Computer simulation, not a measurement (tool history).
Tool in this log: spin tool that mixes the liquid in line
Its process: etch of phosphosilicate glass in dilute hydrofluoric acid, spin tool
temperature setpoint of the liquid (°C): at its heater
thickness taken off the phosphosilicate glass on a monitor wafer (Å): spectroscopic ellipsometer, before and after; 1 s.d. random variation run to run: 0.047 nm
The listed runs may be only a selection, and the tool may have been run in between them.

run  hour  temperature setpoint of the liquid (°C)  parts of water to one part of 49 % hydrofluoric acid (parts by volume)  time under the liquid (s)  thickness taken off the phosphosilicate glass on a monitor wafer (Å)
  1     0                                       22                                                                     180                         15                                                                107.83
  2   8.8                                       21                                                                     185                         15                                                                100.59
  3  15.5                                       21                                                                     125                         15                                                                158.82
  4  20.9                                       20                                                                     140                         15                                                                133.09
  5  24.7                                     17.5                                                                     140                         15                                                                121.74
  6  29.5                                     17.5                                                                     150                         15                                                                 111.6
  7  37.7                                     17.5                                                                     160                         15                                                                104.08
  8  42.9                                     17.5                                                                     165                         15                                                                99.299
  9  50.7                                     17.5                                                                     170                         15                                                                97.185
 10  54.8                                     17.5                                                                     175                         15                                                                92.601

Predict the results of run 11:
 11  56.1                                       17                                                                     180                         15                                                                     ?

thickness taken off the phosphosilicate glass on a monitor wafer (Å): 89.018
